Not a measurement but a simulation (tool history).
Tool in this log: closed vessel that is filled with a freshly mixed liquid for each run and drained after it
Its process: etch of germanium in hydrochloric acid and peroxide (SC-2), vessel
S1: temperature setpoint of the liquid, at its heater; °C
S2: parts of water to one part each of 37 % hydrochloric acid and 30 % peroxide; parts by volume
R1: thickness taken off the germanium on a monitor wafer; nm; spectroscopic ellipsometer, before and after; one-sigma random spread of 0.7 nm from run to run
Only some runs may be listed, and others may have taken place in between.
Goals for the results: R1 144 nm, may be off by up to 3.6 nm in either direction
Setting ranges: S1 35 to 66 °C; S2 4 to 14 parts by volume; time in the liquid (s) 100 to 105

run 1 day=0 | S1=50 S2=7.5 time_in_the_liquid_(s)=100 | R1=187.16
run 2 day=0.158 | S1=50 S2=6 time_in_the_liquid_(s)=100 | R1=190.2
run 3 day=0.362 | S1=50 S2=6 time_in_the_liquid_(s)=105 | R1=198.75
run 4 day=0.729 | S1=50 S2=8 time_in_the_liquid_(s)=105 | R1=197.38
run 5 day=1.033 | S1=50 S2=6.5 time_in_the_liquid_(s)=105 | R1=199.27
run 6 day=1.271 | S1=50 S2=6.5 time_in_the_liquid_(s)=105 | R1=198.41
run 7 day=1.371 | S1=47 S2=6.5 time_in_the_liquid_(s)=105 | R1=180.43
run 8 day=1.438 | S1=45 S2=6.5 time_in_the_liquid_(s)=105 | R1=168.66
run 9 day=1.679 | S1=39.5 S2=6.5 time_in_the_liquid_(s)=105 | R1=140.17

Pick the move, out of 5, that brings all results within their allowed miss; only one does.
run A day=1.921 | S1=39 S2=7 time_in_the_liquid_(s)=105 | R1=?
run B day=1.921 | S1=40.5 S2=6 time_in_the_liquid_(s)=105 | R1=?
run C day=1.921 | S1=38.5 S2=7 time_in_the_liquid_(s)=105 | R1=?
run D day=1.921 | S1=38.5 S2=7.5 time_in_the_liquid_(s)=105 | R1=?
run E day=1.921 | S1=38.5 S2=8 time_in_the_liquid_(s)=105 | R1=?

move=A R1=136.36
move=B R1=144.41
move=C R1=134
move=D R1=133.6
move=E R1=133.17
A: misses by more than the last run did
B: in spec on every target
C: misses by more than the last run did
D: misses by more than the last run did
E: misses by more than the last run did
Answer: B
